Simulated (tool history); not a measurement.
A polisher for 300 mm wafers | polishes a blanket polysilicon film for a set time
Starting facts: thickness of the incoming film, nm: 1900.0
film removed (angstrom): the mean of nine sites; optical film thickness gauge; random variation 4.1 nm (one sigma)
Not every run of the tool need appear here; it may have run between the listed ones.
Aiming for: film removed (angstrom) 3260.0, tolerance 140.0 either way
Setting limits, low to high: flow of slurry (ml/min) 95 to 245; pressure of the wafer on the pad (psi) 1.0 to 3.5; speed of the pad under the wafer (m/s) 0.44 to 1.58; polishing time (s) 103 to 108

run  hour  flow of slurry (ml/min)  pressure of the wafer on the pad (psi)  speed of the pad under the wafer (m/s)  polishing time (s)  film removed (angstrom)
  1   0.0                      155                                     2.2                                    1.00                 103                   8362.5
  2   6.6                      185                                     2.2                                    1.00                 103                   8701.0
  3   9.1                      220                                     2.2                                    1.00                 103                   8975.7
  4  15.3                      220                                     2.2                                    1.26                 103                  11148.0
  5  17.3                      210                                     1.8                                    1.02                 103                   7317.6
  6  20.1                      205                                     1.5                                    0.88                 103                   5572.6
  7  25.7                      200                                     1.3                                    0.78                 103                   4163.9
  8  31.3                      195                                     1.2                                    0.76                 103                   3847.6
  9  38.5                      185                                     1.1                                    0.76                 103                   3588.8
 10  46.8                      180                                     1.1                                    0.76                 103                   3471.6
 11  51.0                      175                                     1.1                                    0.76                 103                   3493.2
 12  54.3                      170                                     1.1                                    0.76                 103                   3555.9
 13  55.8                      165                                     1.1                                    0.76                 103                   3468.8
 14  59.9                      160                                     1.1                                    0.76                 103                   3453.0
 15  68.6                      155                                     1.1                                    0.76                 103                   3410.5
 16  70.5                      155                                     1.1                                    0.76                 103                   3498.8
 17  72.4                      155                                     1.1                                    0.76                 103                   3456.1

Exercise: of the 4 proposed moves below, exactly one satisfies all targets within the stated allowed misses. Which move is it?
  A  74.3                      200                                     1.3                                    0.58                 103                        ?
  B  74.3                      150                                     1.0                                    0.72                 103                        ?
  C  74.3                      155                                     1.1                                    0.64                 103                        ?
  D  74.3                      165                                     1.2                                    0.76                 107                        ?

move  film removed (angstrom)
   A                   3147.2
   B                   2934.8
   C                   2865.4
   D                   3829.1
A: each result inside its tolerance
B: takes the biggest miss from the last run beyond its target
C: takes the biggest miss from the last run beyond its target
D: the biggest miss grows against the last run
Answer: A
